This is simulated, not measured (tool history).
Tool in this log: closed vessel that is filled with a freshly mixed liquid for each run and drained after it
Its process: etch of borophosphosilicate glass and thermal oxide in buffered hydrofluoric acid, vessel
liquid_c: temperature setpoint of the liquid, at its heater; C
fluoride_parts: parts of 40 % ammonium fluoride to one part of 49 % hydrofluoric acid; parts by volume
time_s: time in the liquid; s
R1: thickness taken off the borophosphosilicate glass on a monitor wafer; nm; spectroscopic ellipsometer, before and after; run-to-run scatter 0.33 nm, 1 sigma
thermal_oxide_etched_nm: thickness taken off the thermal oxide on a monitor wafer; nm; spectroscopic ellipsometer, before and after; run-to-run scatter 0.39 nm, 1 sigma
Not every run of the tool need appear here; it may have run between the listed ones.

run 1 day=0 | liquid_c=22 fluoride_parts=22 time_s=60 | R1=30.283 thermal_oxide_etched_nm=29.382
run 2 day=0.208 | liquid_c=18.5 fluoride_parts=22 time_s=60 | R1=25.303 thermal_oxide_etched_nm=24.424
run 3 day=0.45 | liquid_c=20.5 fluoride_parts=22 time_s=60 | R1=28.24 thermal_oxide_etched_nm=27.185
run 4 day=0.696 | liquid_c=20.5 fluoride_parts=16 time_s=60 | R1=37.739 thermal_oxide_etched_nm=35.961
run 5 day=0.729 | liquid_c=18 fluoride_parts=16 time_s=60 | R1=32.397 thermal_oxide_etched_nm=31.144
run 6 day=0.917 | liquid_c=19 fluoride_parts=16 time_s=60 | R1=34.506 thermal_oxide_etched_nm=33.332
run 7 day=0.95 | liquid_c=20 fluoride_parts=16 time_s=60 | R1=36.447 thermal_oxide_etched_nm=35.183
run 8 day=1.1 | liquid_c=20.5 fluoride_parts=16 time_s=60 | R1=37.312 thermal_oxide_etched_nm=35.961

Expected results for the next run?
run 9 day=1.292 | liquid_c=21 fluoride_parts=16 time_s=60 | R1=? thermal_oxide_etched_nm=?

R1: 38.911 nm
thermal_oxide_etched_nm: 36.713 nm

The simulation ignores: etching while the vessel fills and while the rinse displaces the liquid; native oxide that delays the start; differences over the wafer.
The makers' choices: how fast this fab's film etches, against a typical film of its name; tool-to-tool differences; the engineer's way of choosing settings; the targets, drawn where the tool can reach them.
